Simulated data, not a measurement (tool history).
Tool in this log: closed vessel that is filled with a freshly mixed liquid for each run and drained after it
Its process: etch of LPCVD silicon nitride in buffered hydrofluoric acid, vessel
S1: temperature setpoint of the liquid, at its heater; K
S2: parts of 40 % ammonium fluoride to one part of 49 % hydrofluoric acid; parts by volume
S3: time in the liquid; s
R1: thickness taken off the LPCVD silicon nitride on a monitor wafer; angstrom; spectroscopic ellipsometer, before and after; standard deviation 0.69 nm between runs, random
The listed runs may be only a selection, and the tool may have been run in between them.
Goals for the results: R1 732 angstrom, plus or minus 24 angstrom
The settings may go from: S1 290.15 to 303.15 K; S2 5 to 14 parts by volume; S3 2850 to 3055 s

| run | day | S1 | S2 | S3 | R1 |
|---|---|---|---|---|---|
| 1 | 0 | 295.15 | 8.5 | 2850 | 419.89 |
| 2 | 0.029 | 296.65 | 8.5 | 2850 | 453.4 |
| 3 | 0.379 | 296.65 | 8.5 | 3055 | 486.66 |
| 4 | 0.6 | 296.65 | 8.5 | 3055 | 486.61 |
| 5 | 0.971 | 296.65 | 8.5 | 3055 | 482.84 |
| 6 | 1.238 | 298.65 | 8 | 3055 | 576.21 |
| 7 | 1.45 | 300.15 | 8 | 3055 | 630.38 |
| 8 | 1.746 | 301.15 | 8 | 3055 | 656.43 |
| 9 | 1.983 | 301.65 | 8 | 3055 | 670.87 |

5 candidate next runs follow, results not yet known. Just one meets every target within its allowed miss. Identify it.
| A | 2.221 | 303.15 | 9.5 | 2960 | ? |
| B | 2.221 | 299.15 | 7.5 | 2995 | ? |
| C | 2.221 | 302.65 | 8 | 2880 | ? |
| D | 2.221 | 302.65 | 7.5 | 2890 | ? |
| E | 2.221 | 300.65 | 8.5 | 2980 | ? |

| move | R1 |
|---|---|
| A | 608.04 |
| B | 627.02 |
| C | 677.29 |
| D | 728.71 |
| E | 590.4 |
A: lands further from the targets than the last run did
B: lands further from the targets than the last run did
C: better than the last run, though not everything is in spec
D: each result inside its tolerance
E: lands further from the targets than the last run did
Go with D: it meets all targets.

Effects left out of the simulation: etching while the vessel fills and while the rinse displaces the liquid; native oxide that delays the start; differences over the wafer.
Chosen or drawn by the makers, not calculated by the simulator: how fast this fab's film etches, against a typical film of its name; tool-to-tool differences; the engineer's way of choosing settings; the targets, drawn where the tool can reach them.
